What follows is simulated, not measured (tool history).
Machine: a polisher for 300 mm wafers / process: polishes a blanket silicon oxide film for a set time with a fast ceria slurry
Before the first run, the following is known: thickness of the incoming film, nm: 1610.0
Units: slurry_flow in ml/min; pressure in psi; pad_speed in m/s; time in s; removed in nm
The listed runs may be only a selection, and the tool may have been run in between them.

run 1 hour=0 | slurry_flow=140 pressure=2.8 pad_speed=0.88 time=28 | removed=465.57
run 2 hour=3.1 | slurry_flow=135 pressure=2.4 pad_speed=0.84 time=28 | removed=383.1
run 3 hour=11.4 | slurry_flow=135 pressure=2.4 pad_speed=0.7 time=28 | removed=321.21
run 4 hour=16.4 | slurry_flow=135 pressure=2 pad_speed=0.7 time=28 | removed=272.72
run 5 hour=19.6 | slurry_flow=130 pressure=1.9 pad_speed=0.7 time=28 | removed=260.1
run 6 hour=22.4 | slurry_flow=110 pressure=1.9 pad_speed=0.7 time=28 | removed=249.32
run 7 hour=25.5 | slurry_flow=90 pressure=1.4 pad_speed=0.7 time=28 | removed=186.93
run 8 hour=28.3 | slurry_flow=100 pressure=1.4 pad_speed=0.7 time=28 | removed=191.23

Run 9 has not been measured yet. What should we expect?
run 9 hour=34.6 | slurry_flow=105 pressure=1.4 pad_speed=0.7 time=28 | removed=?

removed: 191.66 nm

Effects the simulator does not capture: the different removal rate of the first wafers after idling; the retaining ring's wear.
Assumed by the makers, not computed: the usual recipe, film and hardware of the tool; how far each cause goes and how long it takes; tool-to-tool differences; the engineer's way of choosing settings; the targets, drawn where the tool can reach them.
